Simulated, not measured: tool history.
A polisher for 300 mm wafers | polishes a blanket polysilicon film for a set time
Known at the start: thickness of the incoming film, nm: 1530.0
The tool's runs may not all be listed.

run	hour	flow of slurry (ml/min)	pressure of the wafer on the pad (psi)	speed of the pad under the wafer (cm/s)	polishing time (s)	film removed (nm)
1	0	230	2	112	54	357.3
2	6.5	230	2.1	112	54	370.63
3	12.5	230	2.2	112	54	385.79
4	17.3	230	1.9	112	54	347
5	26.1	275	1.9	112	54	348.46
6	33.4	275	1.9	128	54	372.23
7	34.5	280	2.5	132	54	493.5
8	41.7	280	2.5	132	54	500.96

The next listed run, before its measurement:
9	45.7	280	2.7	132	54	?

Run 9 gave film removed (nm) 537.33.

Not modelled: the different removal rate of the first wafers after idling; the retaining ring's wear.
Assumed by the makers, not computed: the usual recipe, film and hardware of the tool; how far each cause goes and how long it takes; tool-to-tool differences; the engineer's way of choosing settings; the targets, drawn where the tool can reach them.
